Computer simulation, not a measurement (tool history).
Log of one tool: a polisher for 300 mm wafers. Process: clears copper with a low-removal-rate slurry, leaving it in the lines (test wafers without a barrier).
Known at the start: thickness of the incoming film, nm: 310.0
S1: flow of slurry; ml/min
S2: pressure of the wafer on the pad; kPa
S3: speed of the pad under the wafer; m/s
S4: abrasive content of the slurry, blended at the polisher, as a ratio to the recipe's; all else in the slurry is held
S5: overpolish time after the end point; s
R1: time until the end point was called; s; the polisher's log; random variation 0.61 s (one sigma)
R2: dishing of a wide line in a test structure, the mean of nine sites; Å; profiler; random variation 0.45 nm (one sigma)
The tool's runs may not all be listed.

Run 1, day 0.000: S1 245 ml/min, S2 26.2 kPa, S3 0.98 m/s, S4 1.00, S5 23 s. Result: R1 64.348 s, R2 594.11 Å.
Run 2, day 0.350: S1 245 ml/min, S2 26.2 kPa, S3 0.98 m/s, S4 1.10, S5 23 s. Result: R1 62.020 s, R2 608.55 Å.
Run 3, day 0.683: S1 245 ml/min, S2 20.0 kPa, S3 0.98 m/s, S4 1.10, S5 23 s. Result: R1 80.436 s, R2 497.44 Å.
Run 4, day 0.925: S1 245 ml/min, S2 20.0 kPa, S3 0.98 m/s, S4 1.25, S5 23 s. Result: R1 77.304 s, R2 513.87 Å.
Run 5, day 1.204: S1 250 ml/min, S2 20.0 kPa, S3 0.98 m/s, S4 1.20, S5 21 s. Result: R1 78.084 s, R2 465.10 Å.
Run 6, day 1.242: S1 265 ml/min, S2 19.3 kPa, S3 0.98 m/s, S4 1.25, S5 19 s. Result: R1 79.033 s, R2 433.19 Å.
Run 7, day 1.592: S1 275 ml/min, S2 19.3 kPa, S3 0.98 m/s, S4 1.25, S5 18 s. Result: R1 79.454 s, R2 396.71 Å.

The next listed run, before its measurement:
Run 8, day 1.762: S1 285 ml/min, S2 19.3 kPa, S3 0.98 m/s, S4 1.25, S5 17 s. Result: R1 ?, R2 ?.

{"run 8": {"R1": 79.88, "R2": 387.07}}
